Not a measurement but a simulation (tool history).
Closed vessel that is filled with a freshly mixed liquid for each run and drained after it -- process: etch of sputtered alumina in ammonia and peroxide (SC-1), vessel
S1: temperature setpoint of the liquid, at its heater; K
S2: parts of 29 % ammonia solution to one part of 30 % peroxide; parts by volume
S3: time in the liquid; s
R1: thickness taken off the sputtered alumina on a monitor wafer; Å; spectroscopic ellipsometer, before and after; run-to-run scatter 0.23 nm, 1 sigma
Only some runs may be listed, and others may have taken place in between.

Run 1, hour 0.0: S1 323.15 K, S2 0.80 parts by volume, S3 780 s. Result: R1 504.59 Å.
Run 2, hour 9.4: S1 321.15 K, S2 0.75 parts by volume, S3 780 s. Result: R1 434.79 Å.
Run 3, hour 14.5: S1 319.65 K, S2 0.75 parts by volume, S3 780 s. Result: R1 402.76 Å.
Run 4, hour 19.7: S1 319.65 K, S2 0.45 parts by volume, S3 780 s. Result: R1 389.16 Å.
Run 5, hour 26.6: S1 318.15 K, S2 0.45 parts by volume, S3 780 s. Result: R1 356.07 Å.
Run 6, hour 32.6: S1 324.65 K, S2 0.45 parts by volume, S3 780 s. Result: R1 510.58 Å.
Run 7, hour 35.0: S1 322.65 K, S2 0.45 parts by volume, S3 780 s. Result: R1 447.61 Å.
Run 8, hour 42.7: S1 320.65 K, S2 0.45 parts by volume, S3 780 s. Result: R1 404.60 Å.
Run 9, hour 45.5: S1 319.15 K, S2 0.45 parts by volume, S3 780 s. Result: R1 369.57 Å.

Forecast run 10:
Run 10, hour 52.4: S1 318.15 K, S2 0.45 parts by volume, S3 780 s. Result: R1 ?.

Run 10 gave R1 355.26 Å.

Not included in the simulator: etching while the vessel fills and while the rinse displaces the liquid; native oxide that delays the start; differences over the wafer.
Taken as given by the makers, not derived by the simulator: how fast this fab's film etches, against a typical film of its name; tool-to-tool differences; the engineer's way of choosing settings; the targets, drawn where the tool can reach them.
